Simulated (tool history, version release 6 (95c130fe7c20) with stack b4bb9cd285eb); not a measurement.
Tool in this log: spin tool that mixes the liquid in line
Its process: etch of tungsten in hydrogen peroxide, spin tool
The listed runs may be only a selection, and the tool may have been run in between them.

run	day	temperature setpoint of the liquid (°C)	concentration of hydrogen peroxide in the mixed liquid (% by weight)	time under the liquid (s)	thickness taken off the tungsten on a monitor wafer (angstrom)
1	0.000	44.0	21.5	45	447.89
2	0.112	44.0	21.5	45	442.95
3	0.312	48.0	21.5	45	576.81
4	0.671	48.0	18.0	45	535.99
5	1.000	48.5	18.0	45	544.16
6	1.212	49.0	18.0	45	558.68
7	1.550	49.5	18.0	45	587.02

Run 8 is up next; what results do you expect?
8	1.858	50.0	18.0	45	?

thickness taken off the tungsten on a monitor wafer (angstrom): 587.44
